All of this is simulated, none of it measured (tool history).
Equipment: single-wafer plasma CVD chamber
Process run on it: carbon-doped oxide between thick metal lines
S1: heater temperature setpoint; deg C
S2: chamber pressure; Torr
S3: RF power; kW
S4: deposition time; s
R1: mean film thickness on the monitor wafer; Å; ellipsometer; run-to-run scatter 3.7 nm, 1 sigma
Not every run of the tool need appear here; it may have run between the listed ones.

run 1 hour=0 | S1=360 S2=4.44 S3=0.605 S4=197 | R1=10257
run 2 hour=4.4 | S1=360 S2=3.72 S3=0.605 S4=197 | R1=9917.1
run 3 hour=5.6 | S1=361 S2=3.61 S3=0.595 S4=197 | R1=9628.7
run 4 hour=10.8 | S1=361 S2=3.61 S3=0.63 S4=197 | R1=10131
run 5 hour=15.8 | S1=365 S2=3.61 S3=0.63 S4=197 | R1=10131
run 6 hour=17.3 | S1=365 S2=3.54 S3=0.615 S4=197 | R1=9760.2
run 7 hour=20.8 | S1=366 S2=3.43 S3=0.61 S4=197 | R1=9730.6

Forecast run 8:
run 8 hour=22.8 | S1=366 S2=3.36 S3=0.6 S4=197 | R1=?

{"run 8": {"R1": 9561.9}}
